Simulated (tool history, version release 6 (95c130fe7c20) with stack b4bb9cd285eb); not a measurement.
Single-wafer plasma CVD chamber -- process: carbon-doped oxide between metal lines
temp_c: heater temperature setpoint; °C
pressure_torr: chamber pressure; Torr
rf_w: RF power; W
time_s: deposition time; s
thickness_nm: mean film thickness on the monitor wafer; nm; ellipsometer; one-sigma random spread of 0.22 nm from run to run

| run | hour | temp_c | pressure_torr | rf_w | time_s | thickness_nm |
|---|---|---|---|---|---|---|
| 1 | 0 | 365 | 3.82 | 500 | 12.4 | 61.169 |
| 2 | 5.6 | 361 | 4.18 | 515 | 12.4 | 63.665 |
| 3 | 6.5 | 361 | 4.18 | 480 | 12.4 | 60.372 |
| 4 | 10.5 | 361 | 3.58 | 480 | 12.4 | 58.655 |
| 5 | 18.2 | 355 | 3.58 | 480 | 12.4 | 59.632 |
| 6 | 19 | 355 | 3.58 | 515 | 12.4 | 64.038 |
| 7 | 27.4 | 352 | 3.9 | 520 | 12.4 | 65.255 |
| 8 | 29.9 | 345 | 4.65 | 575 | 12.4 | 74.078 |
| 9 | 33.2 | 348 | 4.57 | 575 | 12.4 | 73.693 |

Expected results for the next run?
| 10 | 41 | 351 | 4.49 | 575 | 12.4 | ? |

thickness_nm: 73.017 nm
